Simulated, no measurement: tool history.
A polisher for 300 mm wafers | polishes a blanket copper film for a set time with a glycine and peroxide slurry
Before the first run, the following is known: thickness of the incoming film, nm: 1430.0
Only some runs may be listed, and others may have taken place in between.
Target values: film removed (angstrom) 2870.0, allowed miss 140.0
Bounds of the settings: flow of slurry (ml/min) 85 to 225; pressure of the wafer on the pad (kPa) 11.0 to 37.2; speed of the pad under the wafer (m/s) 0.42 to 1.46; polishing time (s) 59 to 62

| run | day | flow of slurry (ml/min) | pressure of the wafer on the pad (kPa) | speed of the pad under the wafer (m/s) | polishing time (s) | film removed (angstrom) |
|---|---|---|---|---|---|---|
| 1 | 0.000 | 145 | 24.1 | 0.94 | 59 | 4108.9 |
| 2 | 0.346 | 145 | 24.1 | 0.94 | 62 | 4270.5 |
| 3 | 0.675 | 145 | 22.8 | 0.94 | 62 | 4094.7 |
| 4 | 0.696 | 145 | 21.4 | 0.94 | 62 | 3716.9 |
| 5 | 0.804 | 145 | 20.7 | 0.94 | 62 | 3755.6 |
| 6 | 0.850 | 125 | 20.7 | 0.94 | 62 | 3625.7 |
| 7 | 1.121 | 125 | 20.0 | 0.94 | 62 | 3441.9 |
| 8 | 1.267 | 125 | 19.3 | 0.94 | 62 | 3445.1 |
| 9 | 1.600 | 125 | 19.3 | 0.94 | 62 | 3462.6 |
| 10 | 1.762 | 120 | 13.8 | 0.92 | 62 | 2570.5 |

5 candidate next runs follow, results not yet known. Just one meets every target within its allowed miss. Identify it.
| A | 1.925 | 120 | 14.5 | 1.04 | 60 | ? |
| B | 1.925 | 120 | 14.5 | 0.84 | 62 | ? |
| C | 1.925 | 110 | 15.9 | 0.76 | 62 | ? |
| D | 1.925 | 120 | 15.2 | 0.82 | 62 | ? |
| E | 1.925 | 125 | 11.7 | 1.00 | 59 | ? |

| move | film removed (angstrom) |
|---|---|
| A | 2909.7 |
| B | 2575.6 |
| C | 2502.2 |
| D | 2615.2 |
| E | 2423.1 |
A: each result inside its tolerance
B: neither nearer nor further off than the last run
C: the biggest miss grows against the last run
D: better than the last run, though not everything is in spec
E: the biggest miss grows against the last run
Go with A: it meets all targets.

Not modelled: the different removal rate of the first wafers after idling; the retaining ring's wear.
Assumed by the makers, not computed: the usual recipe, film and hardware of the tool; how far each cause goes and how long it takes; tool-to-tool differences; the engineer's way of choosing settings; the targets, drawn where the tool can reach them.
